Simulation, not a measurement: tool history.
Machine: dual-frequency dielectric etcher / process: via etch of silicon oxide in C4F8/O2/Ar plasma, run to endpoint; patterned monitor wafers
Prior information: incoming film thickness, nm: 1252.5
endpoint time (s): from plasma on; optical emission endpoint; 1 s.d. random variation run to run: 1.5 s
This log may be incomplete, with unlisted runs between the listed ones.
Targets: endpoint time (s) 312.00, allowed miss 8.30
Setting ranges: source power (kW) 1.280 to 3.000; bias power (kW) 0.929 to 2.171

Run 1, hour 0.0: source power (kW) 2.140, bias power (kW) 1.550. Result: endpoint time (s) 268.91.
Run 2, hour 7.5: source power (kW) 2.140, bias power (kW) 1.714. Result: endpoint time (s) 260.61.
Run 3, hour 14.4: source power (kW) 2.310, bias power (kW) 1.714. Result: endpoint time (s) 250.62.
Run 4, hour 16.6: source power (kW) 2.140, bias power (kW) 1.714. Result: endpoint time (s) 262.15.
Run 5, hour 18.3: source power (kW) 2.140, bias power (kW) 1.489. Result: endpoint time (s) 272.50.
Run 6, hour 25.8: source power (kW) 2.080, bias power (kW) 1.476. Result: endpoint time (s) 276.97.
Run 7, hour 30.9: source power (kW) 2.030, bias power (kW) 1.465. Result: endpoint time (s) 281.56.
Run 8, hour 33.6: source power (kW) 1.990, bias power (kW) 1.457. Result: endpoint time (s) 288.38.
Run 9, hour 34.6: source power (kW) 1.960, bias power (kW) 1.453. Result: endpoint time (s) 289.76.
Run 10, hour 40.5: source power (kW) 1.580, bias power (kW) 1.351. Result: endpoint time (s) 347.92.
Run 11, hour 45.3: source power (kW) 1.610, bias power (kW) 1.354. Result: endpoint time (s) 342.79.
Run 12, hour 46.8: source power (kW) 2.040, bias power (kW) 1.462. Result: endpoint time (s) 285.06.
Run 13, hour 48.3: source power (kW) 2.010, bias power (kW) 1.459. Result: endpoint time (s) 287.58.
Run 14, hour 52.0: source power (kW) 1.990, bias power (kW) 1.456. Result: endpoint time (s) 288.49.
Run 15, hour 61.0: source power (kW) 1.590, bias power (kW) 1.350. Result: endpoint time (s) 346.00.
Run 16, hour 63.5: source power (kW) 1.620, bias power (kW) 1.353. Result: endpoint time (s) 342.60.

Which of these 5 next moves meets every target?
Run A, hour 66.0: source power (kW) 2.000, bias power (kW) 1.440. Result: endpoint time (s) ?.
Run B, hour 66.0: source power (kW) 2.000, bias power (kW) 1.365. Result: endpoint time (s) ?.
Run C, hour 66.0: source power (kW) 1.950, bias power (kW) 1.486. Result: endpoint time (s) ?.
Run D, hour 66.0: source power (kW) 1.880, bias power (kW) 1.502. Result: endpoint time (s) ?.
Run E, hour 66.0: source power (kW) 2.050, bias power (kW) 1.042. Result: endpoint time (s) ?.

move  endpoint time (s)
   A             289.02
   B             293.89
   C             291.07
   D             297.41
   E             314.06
A: the result that was furthest off in the last run now lies on the other side of its target
B: the result that was furthest off in the last run now lies on the other side of its target
C: the result that was furthest off in the last run now lies on the other side of its target
D: the result that was furthest off in the last run now lies on the other side of its target
E: meets every target
E meets every target.

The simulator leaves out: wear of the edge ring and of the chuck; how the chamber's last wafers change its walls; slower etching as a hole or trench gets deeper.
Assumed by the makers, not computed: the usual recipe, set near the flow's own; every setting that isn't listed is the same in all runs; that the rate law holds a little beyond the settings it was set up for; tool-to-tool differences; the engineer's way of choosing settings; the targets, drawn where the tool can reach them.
